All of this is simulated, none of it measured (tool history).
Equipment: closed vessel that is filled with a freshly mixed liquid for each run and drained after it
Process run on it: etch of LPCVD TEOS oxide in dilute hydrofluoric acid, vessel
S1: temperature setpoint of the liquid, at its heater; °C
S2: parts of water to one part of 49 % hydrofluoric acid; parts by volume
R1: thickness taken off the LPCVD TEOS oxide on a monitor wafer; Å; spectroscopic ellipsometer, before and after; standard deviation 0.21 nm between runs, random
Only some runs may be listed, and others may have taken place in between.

Run 1, day 0.000: S1 25.0 °C, S2 180 parts by volume, time in the liquid (s) 125. Result: R1 386.12 Å.
Run 2, day 0.312: S1 25.0 °C, S2 180 parts by volume, time in the liquid (s) 125. Result: R1 387.28 Å.
Run 3, day 0.446: S1 25.0 °C, S2 180 parts by volume, time in the liquid (s) 125. Result: R1 381.54 Å.
Run 4, day 0.825: S1 27.5 °C, S2 180 parts by volume, time in the liquid (s) 125. Result: R1 421.17 Å.
Run 5, day 1.167: S1 27.5 °C, S2 180 parts by volume, time in the liquid (s) 135. Result: R1 464.36 Å.
Run 6, day 1.504: S1 27.5 °C, S2 135 parts by volume, time in the liquid (s) 135. Result: R1 637.32 Å.
Run 7, day 1.858: S1 26.0 °C, S2 155 parts by volume, time in the liquid (s) 135. Result: R1 521.39 Å.
Run 8, day 1.933: S1 24.5 °C, S2 170 parts by volume, time in the liquid (s) 135. Result: R1 436.00 Å.
Run 9, day 2.075: S1 23.0 °C, S2 175 parts by volume, time in the liquid (s) 135. Result: R1 401.24 Å.
Run 10, day 2.200: S1 22.0 °C, S2 180 parts by volume, time in the liquid (s) 135. Result: R1 372.65 Å.
Run 11, day 2.275: S1 21.0 °C, S2 185 parts by volume, time in the liquid (s) 135. Result: R1 352.55 Å.
Run 12, day 2.446: S1 20.5 °C, S2 190 parts by volume, time in the liquid (s) 135. Result: R1 332.19 Å.
Run 13, day 2.658: S1 20.0 °C, S2 195 parts by volume, time in the liquid (s) 135. Result: R1 316.49 Å.
Run 14, day 2.758: S1 19.5 °C, S2 200 parts by volume, time in the liquid (s) 135. Result: R1 299.18 Å.
Run 15, day 2.883: S1 19.0 °C, S2 200 parts by volume, time in the liquid (s) 135. Result: R1 292.47 Å.
Run 16, day 3.200: S1 18.5 °C, S2 200 parts by volume, time in the liquid (s) 135. Result: R1 287.07 Å.

Predict the results of run 17:
Run 17, day 3.525: S1 18.0 °C, S2 200 parts by volume, time in the liquid (s) 135. Result: R1 ?.

R1: 278.09 Å

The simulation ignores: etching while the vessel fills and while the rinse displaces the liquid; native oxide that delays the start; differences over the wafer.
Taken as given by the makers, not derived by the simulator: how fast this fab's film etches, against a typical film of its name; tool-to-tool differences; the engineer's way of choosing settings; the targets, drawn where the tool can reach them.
